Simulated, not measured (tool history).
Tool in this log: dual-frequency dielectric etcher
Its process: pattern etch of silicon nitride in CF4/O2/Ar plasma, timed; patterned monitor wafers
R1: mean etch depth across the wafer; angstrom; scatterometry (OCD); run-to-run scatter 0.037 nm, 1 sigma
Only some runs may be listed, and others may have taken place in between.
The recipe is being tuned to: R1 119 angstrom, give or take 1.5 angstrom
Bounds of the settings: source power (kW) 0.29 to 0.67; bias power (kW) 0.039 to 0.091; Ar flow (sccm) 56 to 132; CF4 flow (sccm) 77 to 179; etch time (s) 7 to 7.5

Run 1, hour 0: source power (kW) 0.48, bias power (kW) 0.065, Ar flow (sccm) 94, CF4 flow (sccm) 128, etch time (s) 7.5. Result: R1 153.32 angstrom.
Run 2, hour 7.2: source power (kW) 0.53, bias power (kW) 0.065, Ar flow (sccm) 94, CF4 flow (sccm) 128, etch time (s) 7.5. Result: R1 164.94 angstrom.
Run 3, hour 11.8: source power (kW) 0.47, bias power (kW) 0.065, Ar flow (sccm) 94, CF4 flow (sccm) 128, etch time (s) 7.5. Result: R1 151.09 angstrom.
Run 4, hour 19.7: source power (kW) 0.47, bias power (kW) 0.065, Ar flow (sccm) 94, CF4 flow (sccm) 128, etch time (s) 7.5. Result: R1 149.93 angstrom.
Run 5, hour 25.4: source power (kW) 0.47, bias power (kW) 0.065, Ar flow (sccm) 94, CF4 flow (sccm) 111, etch time (s) 7.5. Result: R1 148.47 angstrom.
Run 6, hour 27.6: source power (kW) 0.47, bias power (kW) 0.065, Ar flow (sccm) 94, CF4 flow (sccm) 96, etch time (s) 7.5. Result: R1 146.7 angstrom.
Run 7, hour 32.7: source power (kW) 0.43, bias power (kW) 0.065, Ar flow (sccm) 94, CF4 flow (sccm) 96, etch time (s) 7.5. Result: R1 138.3 angstrom.
Run 8, hour 34: source power (kW) 0.43, bias power (kW) 0.065, Ar flow (sccm) 94, CF4 flow (sccm) 96, etch time (s) 7.5. Result: R1 137.34 angstrom.
Run 9, hour 38.9: source power (kW) 0.4, bias power (kW) 0.065, Ar flow (sccm) 94, CF4 flow (sccm) 96, etch time (s) 7.5. Result: R1 130.73 angstrom.
Run 10, hour 46: source power (kW) 0.4, bias power (kW) 0.065, Ar flow (sccm) 94, CF4 flow (sccm) 96, etch time (s) 7.5. Result: R1 131.02 angstrom.
Run 11, hour 48.9: source power (kW) 0.38, bias power (kW) 0.065, Ar flow (sccm) 94, CF4 flow (sccm) 96, etch time (s) 7.5. Result: R1 126.75 angstrom.
Run 12, hour 53.8: source power (kW) 0.37, bias power (kW) 0.065, Ar flow (sccm) 94, CF4 flow (sccm) 96, etch time (s) 7.5. Result: R1 124.46 angstrom.

Which of these 5 next moves meets every target?
Run A, hour 58.7: source power (kW) 0.37, bias power (kW) 0.055, Ar flow (sccm) 99, CF4 flow (sccm) 101, etch time (s) 7.5. Result: R1 ?.
Run B, hour 58.7: source power (kW) 0.4, bias power (kW) 0.065, Ar flow (sccm) 89, CF4 flow (sccm) 93, etch time (s) 7. Result: R1 ?.
Run C, hour 58.7: source power (kW) 0.37, bias power (kW) 0.066, Ar flow (sccm) 89, CF4 flow (sccm) 79, etch time (s) 7.5. Result: R1 ?.
Run D, hour 58.7: source power (kW) 0.4, bias power (kW) 0.059, Ar flow (sccm) 89, CF4 flow (sccm) 103, etch time (s) 7. Result: R1 ?.
Run E, hour 58.7: source power (kW) 0.36, bias power (kW) 0.065, Ar flow (sccm) 80, CF4 flow (sccm) 99, etch time (s) 7.5. Result: R1 ?.

move      R1
   A  114.59
   B  121.92
   C  122.81
   D  117.78
   E  123.46
A: moves the result that the last run missed by most past its target, out the other side
B: moves toward the targets from the last run without getting all of them in spec
C: moves toward the targets from the last run without getting all of them in spec
D: hits every target within its allowed miss
E: moves toward the targets from the last run without getting all of them in spec
D is the move that brings every result within its allowed miss.
